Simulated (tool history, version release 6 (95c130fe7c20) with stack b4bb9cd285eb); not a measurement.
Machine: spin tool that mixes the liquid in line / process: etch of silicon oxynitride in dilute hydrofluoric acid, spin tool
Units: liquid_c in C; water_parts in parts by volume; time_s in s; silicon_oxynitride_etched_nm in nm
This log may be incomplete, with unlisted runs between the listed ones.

run,hour,liquid_c,water_parts,time_s,silicon_oxynitride_etched_nm
1,0.0,23.0,125,100,2.2187
2,6.8,25.0,120,100,2.5569
3,15.1,26.5,120,100,2.7501
4,15.7,23.5,120,100,2.3811
5,24.1,25.5,120,100,2.6061
6,30.9,25.5,120,80,2.0952
7,36.3,27.0,110,80,2.4668

Estimate the outcome of run 8 from the log above:
8,41.5,28.0,100,80,?

Run 8 produced silicon_oxynitride_etched_nm 2.9049 nm.
